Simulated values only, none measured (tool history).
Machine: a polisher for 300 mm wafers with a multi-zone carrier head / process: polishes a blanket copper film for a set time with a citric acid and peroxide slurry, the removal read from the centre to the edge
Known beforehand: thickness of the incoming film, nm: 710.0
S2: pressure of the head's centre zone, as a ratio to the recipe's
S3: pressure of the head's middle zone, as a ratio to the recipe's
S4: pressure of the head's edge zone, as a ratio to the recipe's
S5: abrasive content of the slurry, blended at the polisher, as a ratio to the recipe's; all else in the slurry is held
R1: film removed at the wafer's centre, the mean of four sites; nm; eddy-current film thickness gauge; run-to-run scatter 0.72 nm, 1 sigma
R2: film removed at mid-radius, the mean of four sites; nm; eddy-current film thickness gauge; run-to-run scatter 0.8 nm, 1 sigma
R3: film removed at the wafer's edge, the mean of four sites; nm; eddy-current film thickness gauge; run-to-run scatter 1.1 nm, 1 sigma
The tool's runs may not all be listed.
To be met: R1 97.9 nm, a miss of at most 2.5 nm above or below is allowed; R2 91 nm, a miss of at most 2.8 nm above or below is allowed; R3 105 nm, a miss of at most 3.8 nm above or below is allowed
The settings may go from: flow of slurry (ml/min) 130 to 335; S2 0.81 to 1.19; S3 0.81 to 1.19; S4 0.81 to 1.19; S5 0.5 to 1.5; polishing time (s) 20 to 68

run 1 hour=0 | flow_of_slurry_(ml/min)=215 S2=1 S3=1 S4=1 S5=1 polishing_time_(s)=44 | R1=149.87 R2=152.41 R3=161.86
run 2 hour=7 | flow_of_slurry_(ml/min)=215 S2=1 S3=0.93 S4=1 S5=1 polishing_time_(s)=44 | R1=150.19 R2=141.61 R3=158.79
run 3 hour=15.1 | flow_of_slurry_(ml/min)=215 S2=0.95 S3=0.93 S4=1 S5=1 polishing_time_(s)=44 | R1=143.39 R2=142.23 R3=158.62
run 4 hour=18.8 | flow_of_slurry_(ml/min)=215 S2=0.95 S3=0.93 S4=1 S5=1 polishing_time_(s)=51 | R1=164.88 R2=167.45 R3=187.03
run 5 hour=27.3 | flow_of_slurry_(ml/min)=215 S2=0.95 S3=0.86 S4=1 S5=1 polishing_time_(s)=51 | R1=162.93 R2=154.26 R3=182.44
run 6 hour=32.9 | flow_of_slurry_(ml/min)=210 S2=0.94 S3=0.85 S4=0.98 S5=0.95 polishing_time_(s)=49 | R1=155.8 R2=145.14 R3=175.63
run 7 hour=41.1 | flow_of_slurry_(ml/min)=215 S2=0.94 S3=0.86 S4=0.97 S5=0.9 polishing_time_(s)=46 | R1=144.88 R2=138.56 R3=167.35
run 8 hour=44.8 | flow_of_slurry_(ml/min)=215 S2=0.94 S3=0.86 S4=0.97 S5=0.9 polishing_time_(s)=46 | R1=146.09 R2=136.02 R3=163.44
run 9 hour=45.7 | flow_of_slurry_(ml/min)=215 S2=0.94 S3=0.87 S4=0.96 S5=0.85 polishing_time_(s)=43 | R1=132.68 R2=128.63 R3=151.42
run 10 hour=50.5 | flow_of_slurry_(ml/min)=215 S2=0.95 S3=0.87 S4=0.95 S5=0.8 polishing_time_(s)=41 | R1=128.46 R2=122.31 R3=142.86
run 11 hour=52.3 | flow_of_slurry_(ml/min)=210 S2=0.95 S3=0.87 S4=0.94 S5=0.75 polishing_time_(s)=40 | R1=123.59 R2=118.14 R3=137.39
run 12 hour=56.2 | flow_of_slurry_(ml/min)=205 S2=0.95 S3=0.87 S4=0.93 S5=0.7 polishing_time_(s)=39 | R1=119.87 R2=113.81 R3=131.62
run 13 hour=63.8 | flow_of_slurry_(ml/min)=195 S2=0.95 S3=0.86 S4=0.92 S5=0.65 polishing_time_(s)=38 | R1=113.53 R2=107.2 R3=124.28
run 14 hour=69.9 | flow_of_slurry_(ml/min)=185 S2=0.95 S3=0.85 S4=0.91 S5=0.65 polishing_time_(s)=38 | R1=113.01 R2=106.37 R3=122.23
run 15 hour=72.4 | flow_of_slurry_(ml/min)=180 S2=0.95 S3=0.84 S4=0.91 S5=0.65 polishing_time_(s)=38 | R1=112.23 R2=102.63 R3=122.99
run 16 hour=78.1 | flow_of_slurry_(ml/min)=175 S2=0.95 S3=0.84 S4=0.9 S5=0.65 polishing_time_(s)=38 | R1=111.48 R2=103.43 R3=121.47
run 17 hour=81.3 | flow_of_slurry_(ml/min)=165 S2=0.94 S3=0.81 S4=0.84 S5=0.5 polishing_time_(s)=34 | R1=94.93 R2=86.319 R3=100.39
run 18 hour=82 | flow_of_slurry_(ml/min)=170 S2=0.94 S3=0.81 S4=0.84 S5=0.5 polishing_time_(s)=34 | R1=95.828 R2=86.929 R3=102.38
run 19 hour=84.4 | flow_of_slurry_(ml/min)=175 S2=0.94 S3=0.81 S4=0.84 S5=0.5 polishing_time_(s)=34 | R1=95.259 R2=86.085 R3=103.78

Which of these 4 next moves meets every target?
run A hour=86.8 | flow_of_slurry_(ml/min)=170 S2=0.87 S3=0.92 S4=0.86 S5=0.6 polishing_time_(s)=34 | R1=? R2=? R3=?
run B hour=86.8 | flow_of_slurry_(ml/min)=165 S2=0.93 S3=0.81 S4=0.82 S5=0.5 polishing_time_(s)=34 | R1=? R2=? R3=?
run C hour=86.8 | flow_of_slurry_(ml/min)=175 S2=0.95 S3=0.85 S4=0.88 S5=0.55 polishing_time_(s)=34 | R1=? R2=? R3=?
run D hour=86.8 | flow_of_slurry_(ml/min)=215 S2=1 S3=0.86 S4=0.9 S5=0.65 polishing_time_(s)=32 | R1=? R2=? R3=?

move=A R1=90.621 R2=98.858 R3=105.68
move=B R1=94.428 R2=86.83 R3=101.28
move=C R1=98.699 R2=92.225 R3=106.35
move=D R1=103.53 R2=92.331 R3=105.61
A: carries the result that was furthest off beyond its target, to the other side
B: closes in on the targets versus the last run, not all within tolerance yet
C: every result lands within tolerance
D: gets the furthest-off result to its target, but another result is out of tolerance
Answer: C

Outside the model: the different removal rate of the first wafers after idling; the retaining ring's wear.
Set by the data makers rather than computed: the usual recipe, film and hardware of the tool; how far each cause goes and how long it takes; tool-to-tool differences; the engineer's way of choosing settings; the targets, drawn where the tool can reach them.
